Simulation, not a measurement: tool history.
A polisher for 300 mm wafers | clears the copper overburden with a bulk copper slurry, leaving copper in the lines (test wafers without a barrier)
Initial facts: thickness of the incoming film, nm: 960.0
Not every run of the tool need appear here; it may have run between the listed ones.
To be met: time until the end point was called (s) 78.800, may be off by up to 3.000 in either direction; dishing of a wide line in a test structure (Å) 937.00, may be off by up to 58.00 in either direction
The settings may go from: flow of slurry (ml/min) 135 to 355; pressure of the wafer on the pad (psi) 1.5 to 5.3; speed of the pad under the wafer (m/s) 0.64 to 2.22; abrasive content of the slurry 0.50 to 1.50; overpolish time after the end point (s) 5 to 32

run  hour  flow of slurry (ml/min)  pressure of the wafer on the pad (psi)  speed of the pad under the wafer (m/s)  abrasive content of the slurry  overpolish time after the end point (s)  time until the end point was called (s)  dishing of a wide line in a test structure (Å)
  1   0.0                      225                                     3.4                                    1.42                            1.00                                       16                                   57.188                                         1138.60
  2   3.3                      225                                     3.1                                    1.42                            1.00                                       16                                   61.703                                         1091.80
  3   9.2                      225                                     3.6                                    1.42                            1.00                                       16                                   54.979                                         1155.90
  4  17.3                      225                                     3.6                                    1.42                            1.00                                       19                                   55.604                                         1227.20
  5  22.5                      225                                     3.6                                    1.42                            0.90                                       19                                   57.071                                         1220.70
  6  29.5                      225                                     3.6                                    1.60                            0.90                                       19                                   50.941                                         1306.10
  7  31.6                      225                                     3.1                                    1.58                            0.90                                       18                                   58.027                                         1191.70
  8  37.6                      225                                     2.7                                    1.56                            0.90                                       17                                   65.104                                         1107.50
  9  41.8                      225                                     2.7                                    1.56                            0.90                                       17                                   63.606                                         1086.80
 10  47.8                      225                                     2.4                                    1.56                            0.90                                       17                                   69.766                                          989.49
 11  53.6                      225                                     2.3                                    1.56                            0.90                                       18                                   70.736                                         1030.60
 12  57.5                      225                                     2.2                                    1.56                            0.90                                       18                                   74.337                                         1006.00
 13  59.1                      225                                     2.1                                    1.56                            0.90                                       18                                   75.080                                         1002.70

Consider the 5 candidate settings below. Which is the only one whose results all fall within their allowed miss of target?
  A  60.7                      220                                     2.4                                    1.28                            1.25                                       23                                        ?                                               ?
  B  60.7                      160                                     2.6                                    1.46                            1.25                                       15                                        ?                                               ?
  C  60.7                      230                                     2.6                                    1.26                            1.00                                       25                                        ?                                               ?
  D  60.7                      265                                     2.2                                    1.46                            0.80                                       16                                        ?                                               ?
  E  60.7                      200                                     2.3                                    1.54                            0.85                                       21                                        ?                                               ?

move  time until the end point was called (s)  dishing of a wide line in a test structure (Å)
   A                                   77.259                                         1126.30
   B                                   68.442                                          986.37
   C                                   76.299                                         1180.70
   D                                   77.187                                          941.91
   E                                   73.308                                         1103.00
A: gets the furthest-off result to its target, but another result is out of tolerance
B: its largest miss is bigger than the last run's
C: gets the furthest-off result to its target, but another result is out of tolerance
D: every result lands within tolerance
E: its largest miss is bigger than the last run's
D is the move that brings every result within its allowed miss.
